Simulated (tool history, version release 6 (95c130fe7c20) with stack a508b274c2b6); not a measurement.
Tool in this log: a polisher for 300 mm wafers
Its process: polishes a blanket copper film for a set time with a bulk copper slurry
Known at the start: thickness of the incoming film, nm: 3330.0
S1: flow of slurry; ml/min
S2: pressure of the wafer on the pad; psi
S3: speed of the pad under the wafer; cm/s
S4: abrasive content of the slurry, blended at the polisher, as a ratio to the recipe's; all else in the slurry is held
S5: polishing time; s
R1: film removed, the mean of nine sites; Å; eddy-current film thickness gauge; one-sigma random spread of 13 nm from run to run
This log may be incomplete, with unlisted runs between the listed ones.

run 1 hour=0.0 | S1=295 S2=3.4 S3=120 S4=1.00 S5=93 | R1=13187
run 2 hour=6.7 | S1=300 S2=3.7 S3=120 S4=1.00 S5=93 | R1=13870
run 3 hour=15.2 | S1=300 S2=3.7 S3=120 S4=1.00 S5=93 | R1=14004
run 4 hour=23.7 | S1=300 S2=3.3 S3=120 S4=1.00 S5=93 | R1=12851
run 5 hour=28.6 | S1=300 S2=3.3 S3=120 S4=0.85 S5=93 | R1=12582
run 6 hour=34.2 | S1=300 S2=3.3 S3=100 S4=0.85 S5=93 | R1=11164
run 7 hour=39.8 | S1=300 S2=3.9 S3=100 S4=0.85 S5=93 | R1=12362
run 8 hour=42.4 | S1=300 S2=4.3 S3=104 S4=0.85 S5=93 | R1=13907
run 9 hour=49.1 | S1=300 S2=4.6 S3=106 S4=0.85 S5=93 | R1=14738

Forecast run 10:
run 10 hour=57.2 | S1=305 S2=4.8 S3=110 S4=0.85 S5=93 | R1=?

{"run 10": {"R1": 15481}}
